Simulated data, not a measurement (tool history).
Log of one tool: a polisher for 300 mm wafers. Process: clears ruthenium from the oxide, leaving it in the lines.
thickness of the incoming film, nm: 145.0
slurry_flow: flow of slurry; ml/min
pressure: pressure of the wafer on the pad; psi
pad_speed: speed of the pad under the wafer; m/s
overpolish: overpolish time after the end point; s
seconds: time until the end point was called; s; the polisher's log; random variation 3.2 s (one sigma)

| run | hour | slurry_flow | pressure | pad_speed | overpolish | seconds |
|---|---|---|---|---|---|---|
| 1 | 0.0 | 170 | 1.9 | 1.26 | 3 | 129.19 |
| 2 | 2.1 | 165 | 1.6 | 1.20 | 3 | 160.12 |
| 3 | 5.1 | 165 | 1.3 | 1.20 | 3 | 193.03 |
| 4 | 5.7 | 165 | 1.3 | 1.20 | 3 | 198.46 |
| 5 | 12.7 | 135 | 1.3 | 1.20 | 3 | 207.96 |
| 6 | 15.9 | 135 | 1.3 | 1.02 | 3 | 240.40 |
| 7 | 18.5 | 130 | 1.3 | 1.02 | 3 | 240.94 |

Forecast run 8:
| 8 | 24.4 | 130 | 1.1 | 1.02 | 3 | ? |

Run 8 gave seconds 283.67 s.

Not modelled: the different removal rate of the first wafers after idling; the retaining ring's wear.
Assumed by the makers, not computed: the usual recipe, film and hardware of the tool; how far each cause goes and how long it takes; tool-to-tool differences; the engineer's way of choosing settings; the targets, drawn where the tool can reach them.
